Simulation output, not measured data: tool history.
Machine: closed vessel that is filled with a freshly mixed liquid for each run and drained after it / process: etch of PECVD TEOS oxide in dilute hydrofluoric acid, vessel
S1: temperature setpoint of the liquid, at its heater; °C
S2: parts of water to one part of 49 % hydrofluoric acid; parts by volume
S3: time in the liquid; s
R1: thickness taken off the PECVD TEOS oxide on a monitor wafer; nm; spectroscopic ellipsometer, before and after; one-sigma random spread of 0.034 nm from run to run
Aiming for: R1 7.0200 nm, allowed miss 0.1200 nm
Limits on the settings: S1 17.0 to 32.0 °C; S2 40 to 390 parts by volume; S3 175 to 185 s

run  hour    S1   S2   S3       R1
  1   0.0  24.0  215  175  11.5710
  2   7.3  24.0  215  175  11.5300
  3  10.4  22.0  225  175  10.0990
  4  15.2  20.5  235  175   9.0741
  5  22.8  19.5  240  175   8.5824
  6  32.1  19.0  245  175   8.1973
  7  34.8  18.5  250  175   7.8617
  8  42.8  18.5  250  175   7.8194
  9  50.8  18.0  255  175   7.5333
 10  54.8  17.5  255  175   7.3611

Pick the move, out of 5, that brings all results within their allowed miss; only one does.
  A  58.8  18.0  285  180   ?
  B  58.8  17.0  270  175   ?
  C  58.8  17.0  250  175   ?
  D  58.8  17.0  260  175   ?
  E  58.8  17.0  275  180   ?

move      R1
   A  6.7050
   B  6.7160
   C  7.3832
   D  7.0362
   E  6.7525
A: takes the biggest miss from the last run beyond its target
B: takes the biggest miss from the last run beyond its target
C: its largest miss is bigger than the last run's
D: meets every target
E: takes the biggest miss from the last run beyond its target
D meets every target.
